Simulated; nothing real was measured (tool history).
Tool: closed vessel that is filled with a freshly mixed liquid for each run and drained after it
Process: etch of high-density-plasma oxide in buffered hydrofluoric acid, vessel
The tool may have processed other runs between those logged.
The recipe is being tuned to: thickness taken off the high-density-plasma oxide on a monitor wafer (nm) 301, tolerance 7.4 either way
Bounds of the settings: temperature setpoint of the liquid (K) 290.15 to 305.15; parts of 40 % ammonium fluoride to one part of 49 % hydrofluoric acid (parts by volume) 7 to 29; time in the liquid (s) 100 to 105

run	hour	temperature setpoint of the liquid (K)	parts of 40 % ammonium fluoride to one part of 49 % hydrofluoric acid (parts by volume)	time in the liquid (s)	thickness taken off the high-density-plasma oxide on a monitor wafer (nm)
1	0	297.15	18	100	162.59
2	6	297.15	15.5	100	189.49
3	13.6	297.15	19.5	100	151.94
4	18.1	299.65	18	100	185.08
5	19.4	301.15	17	100	215.17
6	27.7	303.15	17	100	234.26
7	34	305.15	13.5	100	331.07
8	37.8	304.65	13.5	100	324.96

Exercise: of the 4 proposed moves below, exactly one satisfies all targets within the stated allowed misses. Which move is it?
A	41.6	305.15	12	100	?
B	41.6	303.15	12	100	?
C	41.6	303.65	11	100	?
D	41.6	305.15	15.5	105	?

move	thickness taken off the high-density-plasma oxide on a monitor wafer (nm)
A	374.5
B	337.4
C	377.01
D	306.2
A: misses by more than the last run did
B: misses by more than the last run did
C: misses by more than the last run did
D: all results in spec
D meets every target.

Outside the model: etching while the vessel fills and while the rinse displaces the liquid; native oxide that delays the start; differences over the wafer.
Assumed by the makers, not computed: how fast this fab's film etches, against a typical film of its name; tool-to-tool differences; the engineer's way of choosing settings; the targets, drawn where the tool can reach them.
